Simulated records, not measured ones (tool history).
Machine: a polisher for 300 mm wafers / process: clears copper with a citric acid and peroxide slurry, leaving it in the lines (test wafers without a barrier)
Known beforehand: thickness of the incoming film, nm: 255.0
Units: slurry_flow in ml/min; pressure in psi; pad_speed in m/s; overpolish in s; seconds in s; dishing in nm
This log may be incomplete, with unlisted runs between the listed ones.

Run 1, hour 0: slurry_flow 140 ml/min, pressure 2.5 psi, pad_speed 1.08 m/s, slurry_solids 1, overpolish 26 s. Result: seconds 147.17 s, dishing 22.649 nm.
Run 2, hour 1.6: slurry_flow 135 ml/min, pressure 2.2 psi, pad_speed 1.06 m/s, slurry_solids 1, overpolish 28 s. Result: seconds 168.86 s, dishing 21.762 nm.
Run 3, hour 10.2: slurry_flow 135 ml/min, pressure 1.9 psi, pad_speed 1.04 m/s, slurry_solids 1, overpolish 29 s. Result: seconds 193.35 s, dishing 20.302 nm.
Run 4, hour 11.3: slurry_flow 100 ml/min, pressure 1.9 psi, pad_speed 1.04 m/s, slurry_solids 1, overpolish 29 s. Result: seconds 204.94 s, dishing 18.946 nm.
Run 5, hour 18.6: slurry_flow 100 ml/min, pressure 1.9 psi, pad_speed 0.86 m/s, slurry_solids 1, overpolish 29 s. Result: seconds 250.22 s, dishing 16.982 nm.
Run 6, hour 21.7: slurry_flow 100 ml/min, pressure 1.9 psi, pad_speed 0.86 m/s, slurry_solids 1.1, overpolish 29 s. Result: seconds 247.42 s, dishing 16.791 nm.
Run 7, hour 22.5: slurry_flow 100 ml/min, pressure 1.8 psi, pad_speed 0.86 m/s, slurry_solids 1.1, overpolish 30 s. Result: seconds 250.79 s, dishing 16.199 nm.

Run 8 has not been measured yet. What should we expect?
Run 8, hour 30.2: slurry_flow 100 ml/min, pressure 1.8 psi, pad_speed 0.86 m/s, slurry_solids 1.1, overpolish 31 s. Result: seconds ?, dishing ?.

{"run 8": {"seconds": 249.88, "dishing": 17.612}}
